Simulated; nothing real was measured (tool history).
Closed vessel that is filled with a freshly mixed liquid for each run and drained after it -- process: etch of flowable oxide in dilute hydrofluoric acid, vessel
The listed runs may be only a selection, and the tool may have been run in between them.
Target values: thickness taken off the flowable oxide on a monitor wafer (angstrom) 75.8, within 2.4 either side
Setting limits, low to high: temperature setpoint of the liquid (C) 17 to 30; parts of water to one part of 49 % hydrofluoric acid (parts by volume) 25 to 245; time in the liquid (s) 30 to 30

run,hour,temperature setpoint of the liquid (C),parts of water to one part of 49 % hydrofluoric acid (parts by volume),time in the liquid (s),thickness taken off the flowable oxide on a monitor wafer (angstrom)
1,0,22,135,30,88.663
2,5.4,20.5,135,30,81.816
3,9.7,20.5,110,30,104.61
4,17.5,17.5,110,30,93.195
5,19.4,17.5,110,30,92.489
6,25.8,17,110,30,91.106
7,27.6,17,115,30,86.318
8,36,17,120,30,81.702

Of the 4 settings listed for the next run, only one would bring every result within its allowed miss of target. Which one?
A,44.4,17.5,125,30,?
B,44.4,19,130,30,?
C,44.4,18,125,30,?
D,44.4,18.5,135,30,?

move,thickness taken off the flowable oxide on a monitor wafer (angstrom)
A,79.972
B,81.358
C,81.64
D,76.37
A: closes in on the targets versus the last run, not all within tolerance yet
B: closes in on the targets versus the last run, not all within tolerance yet
C: roughly where the last run was
D: hits every target within its allowed miss
D meets every target.

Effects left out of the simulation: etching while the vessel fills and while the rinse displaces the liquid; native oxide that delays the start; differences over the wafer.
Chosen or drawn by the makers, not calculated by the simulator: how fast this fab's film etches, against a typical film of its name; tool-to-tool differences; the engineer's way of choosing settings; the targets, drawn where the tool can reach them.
